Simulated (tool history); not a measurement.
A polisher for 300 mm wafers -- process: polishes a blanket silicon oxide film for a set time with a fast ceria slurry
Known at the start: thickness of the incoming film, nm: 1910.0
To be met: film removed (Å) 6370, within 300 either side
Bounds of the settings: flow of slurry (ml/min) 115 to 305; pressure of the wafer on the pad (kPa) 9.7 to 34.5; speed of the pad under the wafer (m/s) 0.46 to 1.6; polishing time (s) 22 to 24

| run | hour | flow of slurry (ml/min) | pressure of the wafer on the pad (kPa) | speed of the pad under the wafer (m/s) | polishing time (s) | film removed (Å) |
|---|---|---|---|---|---|---|
| 1 | 0 | 195 | 22.1 | 1.02 | 24 | 3616.5 |
| 2 | 2.9 | 195 | 24.8 | 1.02 | 24 | 4078.1 |
| 3 | 5.4 | 195 | 24.8 | 1.24 | 24 | 4785.3 |
| 4 | 8.8 | 195 | 26.2 | 1.24 | 24 | 5049.8 |
| 5 | 10.9 | 155 | 26.2 | 1.24 | 24 | 4889.4 |
|  | 13.8 | worn pad replaced by a new one |
| 6 | 13.8 | 155 | 26.2 | 1.04 | 24 | 4659.6 |
| 7 | 16.6 | 155 | 27.6 | 1.04 | 24 | 5000.1 |
| 8 | 23.5 | 155 | 29 | 1.04 | 24 | 5200.6 |

Which of these 4 next moves meets every target?
| A | 30.4 | 170 | 28.3 | 1.04 | 22 | ? |
| B | 30.4 | 180 | 26.2 | 0.96 | 22 | ? |
| C | 30.4 | 205 | 32.4 | 1.12 | 24 | ? |
| D | 30.4 | 175 | 32.4 | 1.3 | 23 | ? |

| move | film removed (Å) |
|---|---|
| A | 4729.2 |
| B | 4138.6 |
| C | 6462.9 |
| D | 6895.9 |
A: lands further from the targets than the last run did
B: lands further from the targets than the last run did
C: in spec on every target
D: pushes the last run's worst result past its target
The right move is C.
